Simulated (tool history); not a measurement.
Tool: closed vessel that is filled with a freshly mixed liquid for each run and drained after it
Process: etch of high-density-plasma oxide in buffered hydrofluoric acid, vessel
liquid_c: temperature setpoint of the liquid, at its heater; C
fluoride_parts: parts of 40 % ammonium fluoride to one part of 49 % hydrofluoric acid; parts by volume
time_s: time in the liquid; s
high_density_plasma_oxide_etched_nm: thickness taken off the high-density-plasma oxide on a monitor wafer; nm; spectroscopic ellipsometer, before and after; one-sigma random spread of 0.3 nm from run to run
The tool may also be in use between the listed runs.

| run | day | liquid_c | fluoride_parts | time_s | high_density_plasma_oxide_etched_nm |
|---|---|---|---|---|---|
| 1 | 0.000 | 23.0 | 17.5 | 95 | 80.275 |
| 2 | 0.046 | 22.0 | 17.5 | 95 | 76.143 |
| 3 | 0.358 | 22.0 | 17.5 | 95 | 75.596 |
| 4 | 0.592 | 21.5 | 17.5 | 95 | 73.740 |
| 5 | 0.717 | 21.5 | 17.5 | 100 | 77.564 |
| 6 | 0.888 | 21.0 | 17.5 | 100 | 75.127 |

The next listed run, before its measurement:
| 7 | 1.129 | 21.0 | 17.5 | 100 | ? |

{"run 7": {"high_density_plasma_oxide_etched_nm": 75.804}}
